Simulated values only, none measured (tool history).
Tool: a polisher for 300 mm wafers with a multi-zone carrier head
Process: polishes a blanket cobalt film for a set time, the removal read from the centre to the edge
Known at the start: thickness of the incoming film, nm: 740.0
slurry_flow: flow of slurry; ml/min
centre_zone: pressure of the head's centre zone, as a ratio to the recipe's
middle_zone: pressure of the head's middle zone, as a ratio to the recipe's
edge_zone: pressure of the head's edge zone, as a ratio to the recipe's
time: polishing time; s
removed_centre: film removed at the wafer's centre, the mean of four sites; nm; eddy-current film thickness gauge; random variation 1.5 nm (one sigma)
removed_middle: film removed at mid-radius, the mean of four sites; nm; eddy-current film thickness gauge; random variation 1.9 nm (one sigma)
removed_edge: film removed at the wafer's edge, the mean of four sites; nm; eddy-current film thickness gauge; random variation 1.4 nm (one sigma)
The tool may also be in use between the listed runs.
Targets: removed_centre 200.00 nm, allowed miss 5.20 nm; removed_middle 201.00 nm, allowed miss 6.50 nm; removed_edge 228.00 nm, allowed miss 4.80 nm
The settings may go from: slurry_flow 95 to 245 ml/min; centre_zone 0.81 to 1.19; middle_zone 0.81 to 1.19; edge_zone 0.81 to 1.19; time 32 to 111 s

run,hour,slurry_flow,centre_zone,middle_zone,edge_zone,time,removed_centre,removed_middle,removed_edge
1,0.0,155,1.00,1.00,1.00,71,293.11,285.51,290.32
2,5.1,125,1.00,1.00,1.00,71,282.98,270.59,284.66
3,7.7,125,1.00,1.00,1.00,79,310.93,301.98,315.93
4,14.5,125,1.00,1.05,1.00,79,309.96,309.50,312.14
5,21.6,125,1.05,1.05,1.00,79,325.13,314.47,314.63
6,25.4,120,1.02,1.03,0.99,76,297.44,293.38,299.72
7,32.2,120,1.02,1.03,0.99,76,299.03,295.47,297.63
8,41.1,115,0.99,1.00,0.98,73,279.92,272.05,282.48
9,41.7,110,0.96,0.98,0.98,71,261.38,259.25,272.75
10,48.3,110,0.94,0.96,0.97,70,250.03,249.20,268.53
11,53.9,110,0.93,0.94,0.95,69,244.08,238.09,263.67
12,60.4,110,0.92,0.93,0.93,68,236.85,235.80,255.91
13,61.0,110,0.91,0.92,0.92,67,230.24,231.08,251.54
14,62.9,110,0.90,0.91,0.91,66,225.97,230.19,247.71
15,64.9,110,0.89,0.90,0.90,65,219.67,223.24,240.20
16,66.0,110,0.88,0.89,0.89,65,217.29,217.46,239.66
17,70.0,110,0.87,0.88,0.88,65,212.68,216.27,242.46
18,73.6,110,0.87,0.87,0.87,65,213.46,214.90,241.98
19,74.6,110,0.87,0.87,0.86,65,212.93,211.70,236.26
20,79.3,110,0.86,0.87,0.85,65,211.39,211.91,238.09

Which of these 4 next moves meets every target?
A,84.0,135,0.90,0.96,0.85,57,?,?,?
B,84.0,100,1.00,0.85,0.83,63,?,?,?
C,84.0,130,0.86,0.87,0.92,59,?,?,?
D,84.0,95,0.88,0.90,0.92,68,?,?,?

move,removed_centre,removed_middle,removed_edge
A,205.94,212.28,214.12
B,232.60,197.41,223.21
C,201.62,201.21,227.53
D,217.05,219.97,248.09
A: further off than the last run
B: further off than the last run
C: meets every target
D: further off than the last run
The right move is C.
